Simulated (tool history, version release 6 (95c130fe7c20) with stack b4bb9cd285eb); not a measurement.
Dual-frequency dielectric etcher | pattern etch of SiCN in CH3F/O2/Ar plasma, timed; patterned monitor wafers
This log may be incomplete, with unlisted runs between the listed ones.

run	day	source power (kW)	bias power (kW)	etch time (s)	mean etch depth across the wafer (nm)
1	0.000	0.400	0.070	42.5	17.463
2	0.175	0.390	0.068	42.5	16.661
3	0.492	0.390	0.068	38.5	15.321
4	0.567	0.390	0.068	38.5	15.278
5	0.771	0.390	0.079	38.5	16.576
6	1.079	0.380	0.078	38.5	16.319

Run 7, settings as shown, results not yet in. Your forecast:
7	1.404	0.370	0.078	38.5	?

Run 7 yielded mean etch depth across the wafer (nm) 15.944.
